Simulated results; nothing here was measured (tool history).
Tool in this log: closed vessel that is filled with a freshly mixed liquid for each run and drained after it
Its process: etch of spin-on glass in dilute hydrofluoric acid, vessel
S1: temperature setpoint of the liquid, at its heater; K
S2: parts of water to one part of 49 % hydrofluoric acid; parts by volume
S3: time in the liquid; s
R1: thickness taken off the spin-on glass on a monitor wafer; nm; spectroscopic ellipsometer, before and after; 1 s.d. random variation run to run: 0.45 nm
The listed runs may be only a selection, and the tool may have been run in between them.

run    day      S1   S2   S3      R1
  1  0.000  297.15  110  105  33.113
  2  0.038  297.15  110  115  35.637
  3  0.271  298.15  105  115  39.781
  4  0.358  299.15  105  115  41.211
  5  0.538  299.65  105  115  42.144
  6  0.862  300.15  105  115  42.594
  7  1.246  300.65  105  115  43.758

Predict the results of run 8:
  8  1.433  304.65  90  115   ?

For run 8 the tool returned R1 60.886 nm.
